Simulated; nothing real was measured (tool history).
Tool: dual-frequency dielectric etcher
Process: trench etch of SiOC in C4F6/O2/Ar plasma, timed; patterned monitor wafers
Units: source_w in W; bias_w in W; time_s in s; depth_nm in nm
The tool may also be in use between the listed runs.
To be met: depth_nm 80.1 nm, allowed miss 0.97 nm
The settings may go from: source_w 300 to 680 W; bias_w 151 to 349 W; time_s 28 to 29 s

Run 1, hour 0: source_w 490 W, bias_w 250 W, time_s 28 s. Result: depth_nm 67.373 nm.
Run 2, hour 2.5: source_w 530 W, bias_w 255 W, time_s 28 s. Result: depth_nm 70.347 nm.
Run 3, hour 9.6: source_w 530 W, bias_w 255 W, time_s 29 s. Result: depth_nm 72.699 nm.
Run 4, hour 17.8: source_w 530 W, bias_w 270 W, time_s 29 s. Result: depth_nm 74.801 nm.
Run 5, hour 21.1: source_w 530 W, bias_w 270 W, time_s 28 s. Result: depth_nm 72.122 nm.
Run 6, hour 23.1: source_w 530 W, bias_w 270 W, time_s 28 s. Result: depth_nm 72.085 nm.
Run 7, hour 28.8: source_w 560 W, bias_w 271 W, time_s 28 s. Result: depth_nm 73.543 nm.
Run 8, hour 32: source_w 660 W, bias_w 279 W, time_s 28 s. Result: depth_nm 78.662 nm.
Run 9, hour 35.7: source_w 660 W, bias_w 279 W, time_s 28 s. Result: depth_nm 78.488 nm.
Run 10, hour 37.9: source_w 660 W, bias_w 280 W, time_s 28 s. Result: depth_nm 79.415 nm.

Which of these 4 next moves meets every target?
Run A, hour 40.1: source_w 650 W, bias_w 265 W, time_s 28.5 s. Result: depth_nm ?.
Run B, hour 40.1: source_w 670 W, bias_w 262 W, time_s 28 s. Result: depth_nm ?.
Run C, hour 40.1: source_w 670 W, bias_w 271 W, time_s 28.5 s. Result: depth_nm ?.
Run D, hour 40.1: source_w 660 W, bias_w 274 W, time_s 28 s. Result: depth_nm ?.

move  depth_nm
   A    78.392
   B    77.513
   C     79.96
   D    78.474
A: further off than the last run
B: further off than the last run
C: meets every target
D: further off than the last run
Answer: C
